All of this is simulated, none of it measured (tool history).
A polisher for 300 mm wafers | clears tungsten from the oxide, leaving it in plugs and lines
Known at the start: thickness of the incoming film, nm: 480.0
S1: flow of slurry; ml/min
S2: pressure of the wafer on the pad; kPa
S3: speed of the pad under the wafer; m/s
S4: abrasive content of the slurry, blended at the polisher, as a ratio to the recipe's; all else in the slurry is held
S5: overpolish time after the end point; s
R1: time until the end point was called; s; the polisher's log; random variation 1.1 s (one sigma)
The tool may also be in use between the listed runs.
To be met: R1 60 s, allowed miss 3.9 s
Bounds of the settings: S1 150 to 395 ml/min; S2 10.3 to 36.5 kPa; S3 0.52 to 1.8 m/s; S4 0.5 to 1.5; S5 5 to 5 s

run,hour,S1,S2,S3,S4,S5,R1
1,0,250,23.4,1.16,1,5,113.93
2,0.5,250,23.4,1.16,1,5,113
3,7.8,250,26.9,1.2,1,5,99.168
4,16.5,250,26.9,1.2,0.9,5,101.72
# hour 18.5: slurry blender recalibrated
5,18.5,285,26.9,1.2,0.9,5,94.224
6,19.8,300,29.6,1.22,0.9,5,83.938
7,20.6,310,31.7,1.24,0.9,5,75.084
8,26.4,315,33.1,1.26,0.9,5,72.984

Which of these 4 next moves meets every target?
A,32.2,230,26.9,1.58,0.65,5,?
B,32.2,330,29.6,1.4,0.7,5,?
C,32.2,320,33.8,1.46,1,5,?
D,32.2,315,34.5,1.16,0.7,5,?

move,R1
A,84.086
B,79.422
C,62.392
D,78.561
A: further off than the last run
B: further off than the last run
C: meets every target
D: further off than the last run
Answer: C
